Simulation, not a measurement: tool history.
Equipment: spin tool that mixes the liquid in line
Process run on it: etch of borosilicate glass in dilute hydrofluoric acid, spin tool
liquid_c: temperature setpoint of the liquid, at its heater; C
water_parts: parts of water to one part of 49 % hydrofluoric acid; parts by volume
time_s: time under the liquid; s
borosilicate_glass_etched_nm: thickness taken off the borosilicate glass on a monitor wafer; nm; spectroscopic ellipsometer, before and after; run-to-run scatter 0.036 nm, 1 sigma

Run 1, hour 0.0: liquid_c 26.0 C, water_parts 215 parts by volume, time_s 20 s. Result: borosilicate_glass_etched_nm 4.2965 nm.
Run 2, hour 0.5: liquid_c 28.5 C, water_parts 205 parts by volume, time_s 20 s. Result: borosilicate_glass_etched_nm 5.0066 nm.
Run 3, hour 5.8: liquid_c 30.0 C, water_parts 200 parts by volume, time_s 20 s. Result: borosilicate_glass_etched_nm 5.4497 nm.
Run 4, hour 11.8: liquid_c 28.5 C, water_parts 200 parts by volume, time_s 20 s. Result: borosilicate_glass_etched_nm 5.2027 nm.
Run 5, hour 16.2: liquid_c 28.5 C, water_parts 225 parts by volume, time_s 20 s. Result: borosilicate_glass_etched_nm 4.4787 nm.
Run 6, hour 21.0: liquid_c 28.5 C, water_parts 225 parts by volume, time_s 15 s. Result: borosilicate_glass_etched_nm 3.3525 nm.
Run 7, hour 28.8: liquid_c 29.5 C, water_parts 205 parts by volume, time_s 15 s. Result: borosilicate_glass_etched_nm 3.9095 nm.
Run 8, hour 30.5: liquid_c 29.5 C, water_parts 205 parts by volume, time_s 15 s. Result: borosilicate_glass_etched_nm 3.8910 nm.
Run 9, hour 37.7: liquid_c 27.0 C, water_parts 180 parts by volume, time_s 15 s. Result: borosilicate_glass_etched_nm 4.1977 nm.
Run 10, hour 44.1: liquid_c 29.0 C, water_parts 160 parts by volume, time_s 15 s. Result: borosilicate_glass_etched_nm 5.2241 nm.
Run 11, hour 45.3: liquid_c 30.5 C, water_parts 150 parts by volume, time_s 15 s. Result: borosilicate_glass_etched_nm 5.9160 nm.
Run 12, hour 46.3: liquid_c 31.5 C, water_parts 150 parts by volume, time_s 15 s. Result: borosilicate_glass_etched_nm 6.1979 nm.
Run 13, hour 54.0: liquid_c 32.0 C, water_parts 150 parts by volume, time_s 15 s. Result: borosilicate_glass_etched_nm 6.1894 nm.
Run 14, hour 60.7: liquid_c 34.0 C, water_parts 140 parts by volume, time_s 15 s. Result: borosilicate_glass_etched_nm 7.2487 nm.

The next listed run, before its measurement:
Run 15, hour 62.8: liquid_c 33.5 C, water_parts 140 parts by volume, time_s 15 s. Result: borosilicate_glass_etched_nm ?.

Run 15 gave borosilicate_glass_etched_nm 7.1285 nm.

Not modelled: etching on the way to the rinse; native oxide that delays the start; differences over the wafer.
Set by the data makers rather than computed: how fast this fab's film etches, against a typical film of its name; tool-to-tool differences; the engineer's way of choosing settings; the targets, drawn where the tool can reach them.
